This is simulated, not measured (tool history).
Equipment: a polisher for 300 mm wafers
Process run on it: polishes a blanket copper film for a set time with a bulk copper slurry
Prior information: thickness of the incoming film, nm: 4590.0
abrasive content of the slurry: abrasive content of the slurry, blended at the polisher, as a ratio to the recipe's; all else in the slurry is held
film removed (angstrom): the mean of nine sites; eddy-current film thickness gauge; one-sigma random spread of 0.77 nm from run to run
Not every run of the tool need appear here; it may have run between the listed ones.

run	day	flow of slurry (ml/min)	pressure of the wafer on the pad (kPa)	speed of the pad under the wafer (cm/s)	abrasive content of the slurry	polishing time (s)	film removed (angstrom)
1	0	300	13.8	96	1	24	1440.9
2	0.142	300	13.8	96	1.1	24	1429.3
3	0.383	300	13.8	96	1.1	24	1448.7
4	0.458	300	11.7	86	1.1	24	1113.5
5	0.75	300	10.3	80	1.1	24	916.4
6	0.971	300	10.3	56	1.1	24	677.25

Forecast run 7:
7	1.325	300	9.7	56	1.1	24	?

{"run 7": {"film removed (angstrom)": 643.82}}

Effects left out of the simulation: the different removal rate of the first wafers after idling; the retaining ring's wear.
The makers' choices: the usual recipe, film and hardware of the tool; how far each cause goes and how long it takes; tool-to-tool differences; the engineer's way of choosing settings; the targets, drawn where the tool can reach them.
